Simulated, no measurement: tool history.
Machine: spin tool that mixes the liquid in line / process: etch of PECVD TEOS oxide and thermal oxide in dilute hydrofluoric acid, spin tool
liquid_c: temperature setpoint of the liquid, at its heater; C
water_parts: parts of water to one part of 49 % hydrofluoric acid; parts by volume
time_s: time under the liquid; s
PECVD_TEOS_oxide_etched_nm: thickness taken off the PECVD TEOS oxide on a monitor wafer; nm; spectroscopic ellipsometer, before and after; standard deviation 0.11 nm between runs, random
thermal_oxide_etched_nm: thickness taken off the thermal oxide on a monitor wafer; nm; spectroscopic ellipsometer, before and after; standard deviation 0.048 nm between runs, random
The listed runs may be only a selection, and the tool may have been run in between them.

run  hour  liquid_c  water_parts  time_s  PECVD_TEOS_oxide_etched_nm  thermal_oxide_etched_nm
  1     0        25          160     150                       12.92                   4.0387
  2   3.9        25          160     180                      15.461                   4.9762
  3   7.4        25          135     180                      18.941                   5.9589
  4  13.4      26.5          135     180                      19.853                   6.2941
  5  16.7      24.5          135     180                      18.574                   5.8996
  6  22.9      24.5          100     180                      25.819                   8.2746
  7  26.3        23          100     180                      24.776                   7.7741
  8  32.9      22.5          100     180                      24.199                   7.5891
  9  34.8        22          100     180                      23.659                   7.5473

The next listed run, before its measurement:
 10  41.7      21.5          100     180                           ?                        ?

Run 10 measured PECVD_TEOS_oxide_etched_nm 23.274 nm, thermal_oxide_etched_nm 7.2642 nm.
